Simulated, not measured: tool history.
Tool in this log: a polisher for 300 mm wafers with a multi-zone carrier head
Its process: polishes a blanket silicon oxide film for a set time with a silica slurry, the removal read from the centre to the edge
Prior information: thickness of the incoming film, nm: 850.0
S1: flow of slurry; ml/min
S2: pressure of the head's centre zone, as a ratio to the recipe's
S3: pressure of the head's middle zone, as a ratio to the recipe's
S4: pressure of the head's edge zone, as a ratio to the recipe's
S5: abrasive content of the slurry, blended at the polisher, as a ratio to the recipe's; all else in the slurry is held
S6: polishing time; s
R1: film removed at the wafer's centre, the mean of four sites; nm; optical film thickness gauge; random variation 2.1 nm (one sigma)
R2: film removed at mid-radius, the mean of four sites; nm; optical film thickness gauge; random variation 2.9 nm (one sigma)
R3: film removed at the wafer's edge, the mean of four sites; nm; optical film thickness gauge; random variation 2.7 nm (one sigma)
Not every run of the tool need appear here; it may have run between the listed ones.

{"run": 1, "hour": 0.0, "S1": 235, "S2": 1.0, "S3": 1.0, "S4": 1.0, "S5": 1.0, "S6": 81, "R1": 230.52, "R2": 228.06, "R3": 230.08}
{"run": 2, "hour": 7.5, "S1": 235, "S2": 1.05, "S3": 1.0, "S4": 1.0, "S5": 1.0, "S6": 81, "R1": 243.06, "R2": 236.18, "R3": 232.69}
{"run": 3, "hour": 13.8, "S1": 235, "S2": 1.05, "S3": 1.0, "S4": 1.0, "S5": 0.85, "S6": 81, "R1": 224.62, "R2": 213.49, "R3": 210.44}
{"run": 4, "hour": 21.0, "S1": 235, "S2": 1.05, "S3": 0.95, "S4": 1.0, "S5": 0.85, "S6": 81, "R1": 226.23, "R2": 203.27, "R3": 212.26}
{"run": 5, "hour": 28.9, "S1": 235, "S2": 1.05, "S3": 0.95, "S4": 0.96, "S5": 0.85, "S6": 81, "R1": 223.25, "R2": 203.74, "R3": 204.98}
{"run": 6, "hour": 31.5, "S1": 235, "S2": 1.05, "S3": 0.95, "S4": 0.96, "S5": 0.85, "S6": 73, "R1": 206.56, "R2": 181.38, "R3": 185.42}

Run 7 has not been measured yet. What should we expect?
{"run": 7, "hour": 37.0, "S1": 230, "S2": 1.01, "S3": 0.96, "S4": 1.02, "S5": 0.9, "S6": 73, "R1": "?", "R2": "?", "R3": "?"}

R1: 202.91 nm
R2: 187.44 nm
R3: 195.35 nm
